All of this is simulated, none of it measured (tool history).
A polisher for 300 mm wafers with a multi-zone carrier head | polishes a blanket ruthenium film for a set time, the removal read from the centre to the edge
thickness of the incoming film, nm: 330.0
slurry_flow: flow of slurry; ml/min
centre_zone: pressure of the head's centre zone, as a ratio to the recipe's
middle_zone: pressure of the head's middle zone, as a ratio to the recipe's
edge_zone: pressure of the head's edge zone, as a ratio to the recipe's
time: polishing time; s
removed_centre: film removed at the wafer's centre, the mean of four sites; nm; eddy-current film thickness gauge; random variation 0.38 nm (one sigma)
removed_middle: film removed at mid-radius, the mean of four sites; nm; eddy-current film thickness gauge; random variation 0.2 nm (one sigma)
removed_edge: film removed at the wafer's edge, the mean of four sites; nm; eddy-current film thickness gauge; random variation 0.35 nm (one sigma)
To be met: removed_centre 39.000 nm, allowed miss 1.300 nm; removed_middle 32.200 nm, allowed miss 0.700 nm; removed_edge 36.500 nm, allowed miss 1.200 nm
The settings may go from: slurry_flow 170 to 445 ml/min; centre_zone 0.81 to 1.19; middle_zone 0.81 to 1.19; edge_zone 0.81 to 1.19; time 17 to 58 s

run 1 hour=0.0 | slurry_flow=285 centre_zone=1.00 middle_zone=1.00 edge_zone=1.00 time=37 | removed_centre=27.454 removed_middle=27.843 removed_edge=27.942
run 2 hour=1.8 | slurry_flow=285 centre_zone=1.00 middle_zone=1.00 edge_zone=1.04 time=37 | removed_centre=27.597 removed_middle=27.589 removed_edge=28.114
run 3 hour=3.7 | slurry_flow=355 centre_zone=1.00 middle_zone=1.00 edge_zone=1.04 time=37 | removed_centre=28.530 removed_middle=28.528 removed_edge=28.414
run 4 hour=7.0 | slurry_flow=355 centre_zone=1.00 middle_zone=0.94 edge_zone=1.04 time=37 | removed_centre=28.085 removed_middle=26.712 removed_edge=28.430
run 5 hour=13.1 | slurry_flow=355 centre_zone=1.00 middle_zone=0.94 edge_zone=1.04 time=46 | removed_centre=34.612 removed_middle=33.435 removed_edge=36.092
run 6 hour=16.9 | slurry_flow=355 centre_zone=1.00 middle_zone=0.94 edge_zone=1.04 time=37 | removed_centre=27.655 removed_middle=27.170 removed_edge=29.148
run 7 hour=24.1 | slurry_flow=355 centre_zone=1.00 middle_zone=0.94 edge_zone=1.04 time=37 | removed_centre=28.083 removed_middle=27.041 removed_edge=29.007
run 8 hour=24.8 | slurry_flow=350 centre_zone=1.02 middle_zone=0.94 edge_zone=1.05 time=38 | removed_centre=29.508 removed_middle=27.505 removed_edge=29.509

4 next moves are on the table. One of them brings every result within its allowed miss. Which?
run A hour=25.5 | slurry_flow=315 centre_zone=1.02 middle_zone=0.91 edge_zone=1.03 time=48 | removed_centre=? removed_middle=? removed_edge=?
run B hour=25.5 | slurry_flow=380 centre_zone=1.10 middle_zone=0.90 edge_zone=1.09 time=46 | removed_centre=? removed_middle=? removed_edge=?
run C hour=25.5 | slurry_flow=320 centre_zone=1.17 middle_zone=0.92 edge_zone=1.01 time=48 | removed_centre=? removed_middle=? removed_edge=?
run D hour=25.5 | slurry_flow=325 centre_zone=1.10 middle_zone=0.94 edge_zone=1.06 time=47 | removed_centre=? removed_middle=? removed_edge=?

move=A removed_centre=36.264 removed_middle=33.380 removed_edge=37.417
move=B removed_centre=38.177 removed_middle=32.203 removed_edge=37.354
move=C removed_centre=41.709 removed_middle=33.710 removed_edge=37.099
move=D removed_centre=38.448 removed_middle=33.664 removed_edge=37.230
A: nearer than the last run, and not there yet
B: meets every target
C: takes the result that was furthest off past its target
D: brings the result that was furthest off to its target, and leaves another outside
Answer: B
